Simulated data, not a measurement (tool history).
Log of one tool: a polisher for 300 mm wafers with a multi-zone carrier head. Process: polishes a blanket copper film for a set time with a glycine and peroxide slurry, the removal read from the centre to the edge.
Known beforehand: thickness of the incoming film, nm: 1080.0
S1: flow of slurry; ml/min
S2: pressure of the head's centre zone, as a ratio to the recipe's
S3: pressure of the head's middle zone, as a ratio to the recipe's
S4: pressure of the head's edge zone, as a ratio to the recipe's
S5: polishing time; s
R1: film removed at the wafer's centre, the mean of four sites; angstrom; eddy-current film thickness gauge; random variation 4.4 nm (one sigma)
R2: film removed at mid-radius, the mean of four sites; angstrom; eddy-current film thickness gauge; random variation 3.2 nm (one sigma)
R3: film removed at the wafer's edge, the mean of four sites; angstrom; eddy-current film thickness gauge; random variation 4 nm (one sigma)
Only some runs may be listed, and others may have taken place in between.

run,day,S1,S2,S3,S4,S5,R1,R2,R3
1,0,230,1,1,1,62,3398.4,3392.7,3520.1
2,0.329,265,1,1,1,62,3486,3473.7,3502.6
3,0.588,260,0.99,0.95,0.99,60,3296.5,3224.6,3405.9
4,0.829,255,0.99,0.92,0.98,59,3270.6,3035.2,3290.5
5,0.996,300,0.99,0.92,0.98,59,3324,3103.3,3308
6,1.275,340,0.99,0.92,0.98,59,3340.7,3077.8,3300
7,1.433,340,0.97,0.9,0.98,58,3160.4,3002.2,3283.5

What will run 8 give?
8,1.658,340,0.97,0.88,0.98,57,?,?,?

{"run 8": {"R1": 3223.1, "R2": 2941.9, "R3": 3196.7}}
